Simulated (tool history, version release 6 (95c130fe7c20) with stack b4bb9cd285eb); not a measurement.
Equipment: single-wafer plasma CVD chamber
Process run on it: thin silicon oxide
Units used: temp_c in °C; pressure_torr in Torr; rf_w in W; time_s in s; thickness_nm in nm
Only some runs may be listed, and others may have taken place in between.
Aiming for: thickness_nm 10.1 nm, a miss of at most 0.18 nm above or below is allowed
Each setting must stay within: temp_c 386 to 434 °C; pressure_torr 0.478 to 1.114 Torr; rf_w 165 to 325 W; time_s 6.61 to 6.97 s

run  hour  temp_c  pressure_torr  rf_w  time_s  thickness_nm
  1     0     410          0.796   245    6.97        12.117
  2   8.8     410          0.778   245    6.97        11.859
  3  12.2     410          0.778   245    6.97         11.87
  4  21.1     410          0.778   245    6.97        11.898
  5  28.2     410          0.761   245    6.97        11.615
  6    32     410          0.748   245    6.97        11.473
  7  33.8     410          0.735   245    6.97        11.283
  8  39.7     410          0.626   245    6.97        9.3966
  9  42.7     410          0.632   245    6.97        9.4323
 10  44.8     410            0.7   245    6.97        10.617
 11  46.9     410          0.696   245    6.97        10.567
 12  55.5     410          0.692   245    6.97         10.49
 13  57.5     410          0.689   245    6.97          10.5
 14  63.8     410          0.686   245    6.97        10.273
 15  70.5     410          0.685   245    6.97        10.487
 16  72.1     410          0.685   245    6.97         10.38
 17  79.6     410          0.683   245    6.97        10.338
 18  84.1     410          0.681   245    6.97        10.328
 19  91.3     410          0.679   245    6.97        10.267

Pick the move, out of 4, that brings all results within their allowed miss; only one does.
  A  98.5     414          0.712   230    6.97             ?
  B  98.5     416          0.697   240    6.97             ?
  C  98.5     413          0.687   255    6.69             ?
  D  98.5     412          0.714   235    6.89             ?

move  thickness_nm
   A        10.594
   B        10.507
   C        10.169
   D        10.597
A: moves away from the targets compared with the last run
B: moves away from the targets compared with the last run
C: all results in spec
D: moves away from the targets compared with the last run
So the answer is move C, the one that meets all the targets.

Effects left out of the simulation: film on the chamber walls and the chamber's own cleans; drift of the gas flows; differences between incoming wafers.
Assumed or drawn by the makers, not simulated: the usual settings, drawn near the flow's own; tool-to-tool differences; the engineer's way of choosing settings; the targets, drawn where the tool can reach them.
